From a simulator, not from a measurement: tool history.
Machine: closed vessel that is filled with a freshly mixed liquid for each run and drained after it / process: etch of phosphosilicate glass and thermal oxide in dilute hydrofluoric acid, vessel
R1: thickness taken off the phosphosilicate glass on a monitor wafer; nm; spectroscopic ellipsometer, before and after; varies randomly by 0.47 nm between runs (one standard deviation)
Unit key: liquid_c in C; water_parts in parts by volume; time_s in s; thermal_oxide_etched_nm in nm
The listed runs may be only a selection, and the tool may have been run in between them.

run 1 hour=0.0 | liquid_c=25.0 water_parts=185 time_s=60 | R1=26.018 thermal_oxide_etched_nm=1.2463
run 2 hour=1.5 | liquid_c=28.0 water_parts=185 time_s=60 | R1=28.752 thermal_oxide_etched_nm=1.4106
run 3 hour=4.8 | liquid_c=29.0 water_parts=155 time_s=60 | R1=37.361 thermal_oxide_etched_nm=1.8249
run 4 hour=7.3 | liquid_c=30.5 water_parts=155 time_s=60 | R1=39.372 thermal_oxide_etched_nm=1.7914
-- hour=11.8 hydrofluoric acid flow meter replaced
run 5 hour=11.8 | liquid_c=32.0 water_parts=155 time_s=60 | R1=46.868 thermal_oxide_etched_nm=2.2820
run 6 hour=12.6 | liquid_c=32.5 water_parts=135 time_s=60 | R1=57.064 thermal_oxide_etched_nm=2.7215
run 7 hour=16.7 | liquid_c=32.5 water_parts=135 time_s=60 | R1=56.486 thermal_oxide_etched_nm=2.7753
run 8 hour=17.9 | liquid_c=32.5 water_parts=125 time_s=60 | R1=61.412 thermal_oxide_etched_nm=3.1088

Run 9 comes next. What will it give?
run 9 hour=21.1 | liquid_c=32.5 water_parts=120 time_s=60 | R1=? thermal_oxide_etched_nm=?

R1: 64.727 nm
thermal_oxide_etched_nm: 3.1223 nm

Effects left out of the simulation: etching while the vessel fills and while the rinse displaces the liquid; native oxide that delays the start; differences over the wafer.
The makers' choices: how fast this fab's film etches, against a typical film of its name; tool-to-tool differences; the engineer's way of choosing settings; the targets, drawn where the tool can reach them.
